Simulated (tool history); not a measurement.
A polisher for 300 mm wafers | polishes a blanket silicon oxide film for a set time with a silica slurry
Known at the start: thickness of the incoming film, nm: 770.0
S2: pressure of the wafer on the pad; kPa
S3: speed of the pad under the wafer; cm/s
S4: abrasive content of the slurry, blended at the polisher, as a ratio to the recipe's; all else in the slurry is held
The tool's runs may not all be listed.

run 1 hour=0 | flow_of_slurry_(ml/min)=195 S2=26.2 S3=140 S4=1 polishing_time_(s)=108 | film_removed_(angstrom)=3697.8
run 2 hour=3.1 | flow_of_slurry_(ml/min)=195 S2=28.3 S3=140 S4=1 polishing_time_(s)=108 | film_removed_(angstrom)=3923.7
run 3 hour=5.1 | flow_of_slurry_(ml/min)=195 S2=30.3 S3=140 S4=1 polishing_time_(s)=108 | film_removed_(angstrom)=4038.5
run 4 hour=9.2 | flow_of_slurry_(ml/min)=195 S2=32.4 S3=142 S4=1 polishing_time_(s)=108 | film_removed_(angstrom)=4201.2
run 5 hour=16.9 | flow_of_slurry_(ml/min)=170 S2=32.4 S3=142 S4=1 polishing_time_(s)=108 | film_removed_(angstrom)=4099.6
run 6 hour=19.4 | flow_of_slurry_(ml/min)=205 S2=32.4 S3=142 S4=1 polishing_time_(s)=108 | film_removed_(angstrom)=4294
run 7 hour=23.3 | flow_of_slurry_(ml/min)=215 S2=33.8 S3=142 S4=1 polishing_time_(s)=108 | film_removed_(angstrom)=4318.1

Run 8 comes next. What will it give?
-- hour=24.5 head pressure recalibrated
run 8 hour=24.5 | flow_of_slurry_(ml/min)=215 S2=35.2 S3=144 S4=1 polishing_time_(s)=108 | film_removed_(angstrom)=?

{"run 8": {"film removed (angstrom)": 4351.1}}

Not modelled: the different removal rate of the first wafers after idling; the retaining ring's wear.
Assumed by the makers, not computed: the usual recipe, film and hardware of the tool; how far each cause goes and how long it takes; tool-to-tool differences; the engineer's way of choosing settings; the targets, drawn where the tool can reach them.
